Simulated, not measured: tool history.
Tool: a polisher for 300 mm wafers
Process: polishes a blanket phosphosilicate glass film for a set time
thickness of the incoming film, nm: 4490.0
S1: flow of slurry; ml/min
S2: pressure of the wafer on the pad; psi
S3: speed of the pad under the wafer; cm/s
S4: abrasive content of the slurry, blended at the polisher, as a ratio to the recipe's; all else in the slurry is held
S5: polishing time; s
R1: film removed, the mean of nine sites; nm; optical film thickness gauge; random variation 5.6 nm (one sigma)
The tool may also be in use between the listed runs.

run,hour,S1,S2,S3,S4,S5,R1
1,0.0,275,2.8,104,1.00,80,637.95
2,3.7,275,2.6,104,1.00,80,608.51
3,9.4,275,2.6,104,1.15,80,652.84
4,15.8,275,2.3,104,1.15,80,578.92
5,17.4,275,2.1,104,1.15,80,526.21
6,23.8,275,2.1,104,1.15,84,551.44
7,32.7,275,2.1,104,1.15,84,562.49

Run 8 comes next. What will it give?
8,35.6,275,1.5,102,1.15,84,?

R1: 399.81 nm
